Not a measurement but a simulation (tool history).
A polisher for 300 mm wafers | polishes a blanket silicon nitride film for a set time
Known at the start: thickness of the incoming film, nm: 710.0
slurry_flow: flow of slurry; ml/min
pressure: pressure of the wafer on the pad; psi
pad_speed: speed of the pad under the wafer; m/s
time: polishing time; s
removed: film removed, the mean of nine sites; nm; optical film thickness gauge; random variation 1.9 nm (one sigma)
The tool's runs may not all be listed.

run  hour  slurry_flow  pressure  pad_speed  time  removed
  1   0.0          175       2.3       1.42    50   76.875
  2   7.6          175       2.3       1.28    50   71.907
  3   8.5          175       2.6       1.32    50   81.974
  4  12.9          175       2.8       1.38    50   89.906
  5  21.0          175       3.3       1.38    50  107.580
  6  29.0          175       3.4       1.44    50  114.010
  7  33.5          175       3.4       1.48    50  119.150

The next listed run, before its measurement:
  8  37.6          175       3.4       1.50    50        ?

Run 8 gave removed 114.440 nm.

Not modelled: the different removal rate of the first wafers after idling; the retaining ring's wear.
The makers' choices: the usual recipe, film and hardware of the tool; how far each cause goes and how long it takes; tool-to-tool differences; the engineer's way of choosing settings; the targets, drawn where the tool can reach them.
